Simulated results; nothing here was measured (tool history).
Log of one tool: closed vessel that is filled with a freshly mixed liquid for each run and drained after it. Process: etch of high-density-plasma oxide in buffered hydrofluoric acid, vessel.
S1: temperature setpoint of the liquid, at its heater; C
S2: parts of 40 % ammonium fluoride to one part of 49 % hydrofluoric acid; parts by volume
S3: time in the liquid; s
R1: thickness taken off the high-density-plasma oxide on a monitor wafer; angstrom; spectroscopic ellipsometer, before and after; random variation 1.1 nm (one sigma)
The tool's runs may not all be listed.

run    day    S1    S2   S3       R1
  1  0.000  24.0  19.5  100   761.71
  2  0.333  25.0  18.5  100   837.96
  3  0.462  25.5  17.5  100   910.45
  4  0.812  25.5  17.5  105   946.34
  5  0.879  26.0  17.0  105  1008.10
  6  1.208  23.0  17.0  105   854.82
  7  1.533  24.0  16.5  105   924.88
  8  1.683  25.0  16.0  105  1014.20
  9  2.025  25.5  15.5  105  1072.50
 10  2.408  26.0  15.5  105  1107.50

Run 11 comes next. What will it give?
 11  2.596  26.5  15.5  105   ?

{"run 11": {"R1": 1139.7}}
